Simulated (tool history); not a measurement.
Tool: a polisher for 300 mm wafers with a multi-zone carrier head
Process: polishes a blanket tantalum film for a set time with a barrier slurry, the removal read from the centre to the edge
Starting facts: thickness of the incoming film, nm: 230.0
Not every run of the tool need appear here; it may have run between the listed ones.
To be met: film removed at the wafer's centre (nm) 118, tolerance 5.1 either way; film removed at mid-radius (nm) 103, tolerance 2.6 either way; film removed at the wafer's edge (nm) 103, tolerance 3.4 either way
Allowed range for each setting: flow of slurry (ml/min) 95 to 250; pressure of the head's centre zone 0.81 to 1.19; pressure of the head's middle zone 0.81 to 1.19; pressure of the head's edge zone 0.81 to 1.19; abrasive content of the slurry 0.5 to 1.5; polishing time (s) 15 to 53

run    day  flow of slurry (ml/min)  pressure of the head's centre zone  pressure of the head's middle zone  pressure of the head's edge zone  abrasive content of the slurry  polishing time (s)  film removed at the wafer's centre (nm)  film removed at mid-radius (nm)  film removed at the wafer's edge (nm)
  1      0                      160                                   1                                   1                                 1                               1                  34                                   66.817                           67.697                                 68.162
  2  0.029                      165                                1.02                                1.01                              1.01                            1.05                  35                                   72.036                           71.121                                  70.74
  3  0.292                      170                                1.03                                1.01                              1.02                             1.1                  36                                   77.094                           74.524                                 75.734
  4    0.4                      170                                1.03                                1.01                              0.94                             1.1                  36                                   75.777                           74.516                                 71.917
  5  0.446                      175                                1.04                                1.02                              0.96                            1.15                  36                                   77.749                           76.281                                 73.622
  6  0.579                      175                                1.04                                1.02                               0.9                            1.15                  36                                   79.344                           76.425                                 71.825
  7  0.683                      180                                1.05                                1.02                              0.92                             1.2                  37                                   81.743                           80.271                                 74.916
  8  1.017                      180                                1.06                                1.02                              0.94                            1.25                  38                                   86.249                           83.439                                 79.174
  9  1.379                      185                                1.07                                1.02                              0.96                             1.3                  38                                     89.5                           85.101                                 81.216
 10    1.5                      190                                1.08                                1.02                              0.98                             1.3                  38                                   88.304                           83.583                                 81.732
 11  1.862                      190                                1.09                                1.02                              0.98                             1.3                  39                                    92.88                           87.522                                 84.101
 12  2.033                      190                                 1.1                                1.02                              0.99                             1.3                  39                                   92.996                            87.39                                 84.235
 13  2.283                      195                                1.11                                1.02                                 1                             1.3                  39                                   94.981                           87.479                                 86.964
 14  2.608                      200                                1.12                                1.02                                 1                             1.3                  39                                   93.777                           86.239                                 85.918
 15  2.788                      200                                1.13                                1.02                                 1                             1.3                  40                                   97.687                           90.023                                 86.451

4 candidate next runs follow, results not yet known. Just one meets every target within its allowed miss. Identify it.
  A  2.967                      160                                1.19                                1.08                              0.92                             1.5                  40                                        ?                                ?                                      ?
  B  2.967                      170                                0.82                                0.95                              1.19                             1.5                  40                                        ?                                ?                                      ?
  C  2.967                      200                                0.88                                0.95                              1.18                            1.35                  43                                        ?                                ?                                      ?
  D  2.967                      240                                1.15                                0.98                              1.02                             1.3                  46                                        ?                                ?                                      ?

move  film removed at the wafer's centre (nm)  film removed at mid-radius (nm)  film removed at the wafer's edge (nm)
   A                                   102.25                           92.652                                 84.553
   B                                   74.588                           86.254                                  96.84
   C                                    85.41                           92.671                                 102.95
   D                                    117.5                           102.43                                  103.1
A: the biggest miss grows against the last run
B: the biggest miss grows against the last run
C: the biggest miss grows against the last run
D: every result within its allowed miss
The move that meets every target is D.
